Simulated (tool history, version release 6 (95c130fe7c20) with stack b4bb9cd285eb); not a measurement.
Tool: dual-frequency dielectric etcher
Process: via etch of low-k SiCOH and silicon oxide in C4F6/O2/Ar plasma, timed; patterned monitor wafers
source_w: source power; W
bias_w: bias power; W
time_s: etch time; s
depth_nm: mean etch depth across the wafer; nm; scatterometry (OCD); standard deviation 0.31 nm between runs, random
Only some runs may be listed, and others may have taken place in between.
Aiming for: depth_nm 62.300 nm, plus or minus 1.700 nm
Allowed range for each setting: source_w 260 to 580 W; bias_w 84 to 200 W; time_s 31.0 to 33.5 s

Run 1, hour 0.0: source_w 420 W, bias_w 142 W, time_s 33.5 s. Result: depth_nm 79.116 nm.
Run 2, hour 4.6: source_w 400 W, bias_w 134 W, time_s 33.0 s. Result: depth_nm 73.321 nm.
Run 3, hour 5.9: source_w 400 W, bias_w 134 W, time_s 33.5 s. Result: depth_nm 74.812 nm.
Run 4, hour 13.4: source_w 400 W, bias_w 134 W, time_s 31.0 s. Result: depth_nm 69.602 nm.
Run 5, hour 20.2: source_w 390 W, bias_w 133 W, time_s 31.0 s. Result: depth_nm 68.440 nm.
Run 6, hour 24.9: source_w 390 W, bias_w 152 W, time_s 31.0 s. Result: depth_nm 71.984 nm.
Run 7, hour 27.4: source_w 370 W, bias_w 150 W, time_s 31.0 s. Result: depth_nm 68.735 nm.
Run 8, hour 31.3: source_w 360 W, bias_w 149 W, time_s 31.0 s. Result: depth_nm 67.545 nm.
Run 9, hour 37.6: source_w 350 W, bias_w 148 W, time_s 31.0 s. Result: depth_nm 65.787 nm.
Run 10, hour 40.7: source_w 300 W, bias_w 143 W, time_s 31.0 s. Result: depth_nm 57.764 nm.

Exercise: of the 4 proposed moves below, exactly one satisfies all targets within the stated allowed misses. Which move is it?
Run A, hour 43.8: source_w 270 W, bias_w 147 W, time_s 31.0 s. Result: depth_nm ?.
Run B, hour 43.8: source_w 280 W, bias_w 145 W, time_s 32.5 s. Result: depth_nm ?.
Run C, hour 43.8: source_w 280 W, bias_w 135 W, time_s 33.5 s. Result: depth_nm ?.
Run D, hour 43.8: source_w 300 W, bias_w 164 W, time_s 31.5 s. Result: depth_nm ?.

move  depth_nm
   A    53.559
   B    57.719
   C    57.825
   D    62.290
A: lands further from the targets than the last run did
B: neither nearer nor further off than the last run
C: neither nearer nor further off than the last run
D: every result lands within tolerance
The right move is D.

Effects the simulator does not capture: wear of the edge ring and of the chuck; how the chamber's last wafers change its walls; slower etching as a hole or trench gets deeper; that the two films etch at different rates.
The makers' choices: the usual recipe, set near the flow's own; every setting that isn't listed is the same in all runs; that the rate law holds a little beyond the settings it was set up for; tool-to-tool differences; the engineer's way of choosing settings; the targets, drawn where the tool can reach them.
